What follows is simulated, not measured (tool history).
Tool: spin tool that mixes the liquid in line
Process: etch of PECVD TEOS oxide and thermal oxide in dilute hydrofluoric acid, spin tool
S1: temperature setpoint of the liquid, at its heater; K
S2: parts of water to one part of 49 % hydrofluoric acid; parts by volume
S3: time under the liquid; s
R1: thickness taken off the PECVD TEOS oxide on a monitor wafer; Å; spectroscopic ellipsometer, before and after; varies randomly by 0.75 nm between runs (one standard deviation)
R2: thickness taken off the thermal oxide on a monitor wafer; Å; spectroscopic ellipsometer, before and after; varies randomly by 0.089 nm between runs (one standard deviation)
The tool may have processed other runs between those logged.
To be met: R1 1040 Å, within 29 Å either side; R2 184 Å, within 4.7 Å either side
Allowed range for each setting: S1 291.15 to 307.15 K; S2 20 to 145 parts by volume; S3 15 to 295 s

run  hour      S1   S2   S3      R1      R2
  1     0  299.15   80  150   505.9  90.009
  2   2.4  301.15   80  150  549.77  98.562
  3  11.1  302.65   70  150   668.8  120.58
  4    14  302.65  100  150  450.05   80.13
  5  16.7  304.15   85  150  570.17  101.73
  6  20.4  305.15   75  150  685.62  122.34
  7  27.8  305.65   65  150  824.52  147.24
  8    36  306.15   60  150  923.99   163.5
  9  41.1  306.65   60  150  933.64  165.11

Consider the 4 candidate settings below. Which is the only one whose results all fall within their allowed miss of target?
  A  46.2  307.15  60  155   ?   ?
  B  46.2  306.15  50  140   ?   ?
  C  46.2  305.15  75  180   ?   ?
  D  46.2  302.15  60  210   ?   ?

move      R1      R2
   A  972.72  172.91
   B    1032  183.45
   C  818.25  145.45
   D  1087.7  193.35
A: moves toward the targets from the last run without getting all of them in spec
B: every result lands within tolerance
C: further off than the last run
D: carries the result that was furthest off beyond its target, to the other side
Correct choice: B, which meets every target

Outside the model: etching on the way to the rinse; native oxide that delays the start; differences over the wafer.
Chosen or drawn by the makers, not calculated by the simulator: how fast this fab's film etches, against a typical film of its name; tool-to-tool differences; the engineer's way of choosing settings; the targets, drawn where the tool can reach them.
